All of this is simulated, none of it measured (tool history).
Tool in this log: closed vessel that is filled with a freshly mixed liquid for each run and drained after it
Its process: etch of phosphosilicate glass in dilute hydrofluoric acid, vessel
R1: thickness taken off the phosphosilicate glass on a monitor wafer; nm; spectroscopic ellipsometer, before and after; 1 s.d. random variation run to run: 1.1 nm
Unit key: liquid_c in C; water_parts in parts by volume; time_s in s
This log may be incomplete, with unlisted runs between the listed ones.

run 1 day=0 | liquid_c=26 water_parts=195 time_s=105 | R1=93.138
run 2 day=0.158 | liquid_c=26 water_parts=140 time_s=105 | R1=138.04
run 3 day=0.3 | liquid_c=25 water_parts=140 time_s=105 | R1=134.3
run 4 day=0.542 | liquid_c=28.5 water_parts=140 time_s=105 | R1=154.17
run 5 day=0.717 | liquid_c=28.5 water_parts=140 time_s=105 | R1=154.6
run 6 day=0.992 | liquid_c=27 water_parts=140 time_s=105 | R1=145.54

Run 7 is up next; what results do you expect?
run 7 day=1.183 | liquid_c=26 water_parts=140 time_s=105 | R1=?

{"run 7": {"R1": 139.64}}
